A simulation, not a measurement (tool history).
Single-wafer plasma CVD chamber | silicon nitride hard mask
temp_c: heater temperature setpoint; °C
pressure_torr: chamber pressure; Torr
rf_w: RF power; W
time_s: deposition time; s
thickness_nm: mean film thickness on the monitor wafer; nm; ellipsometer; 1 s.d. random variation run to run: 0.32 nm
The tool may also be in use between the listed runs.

run	hour	temp_c	pressure_torr	rf_w	time_s	thickness_nm
1	0.0	390	1.61	310	76.1	88.040
2	9.0	390	1.84	310	76.1	91.158
3	14.2	399	1.84	310	76.1	90.576
4	22.0	393	1.84	310	76.1	90.910
5	23.9	393	1.79	305	76.1	90.068
6	29.7	393	2.00	305	76.1	92.575
7	30.8	393	1.94	300	76.1	90.288
8	39.7	393	1.89	295	76.1	88.834
9	47.9	393	1.84	290	76.1	87.475
10	51.8	393	1.80	285	76.1	86.373
11	52.7	393	1.76	280	76.1	84.887
12	57.4	393	1.73	275	76.1	83.538
13	62.6	393	1.71	270	76.1	82.665
14	69.6	393	1.69	270	76.1	82.040
15	75.3	393	1.67	270	76.1	81.595
16	78.7	393	1.65	270	76.1	81.833

What will run 17 give?
17	79.6	393	1.63	270	76.1	?

Run 17 produced thickness_nm 81.034 nm.
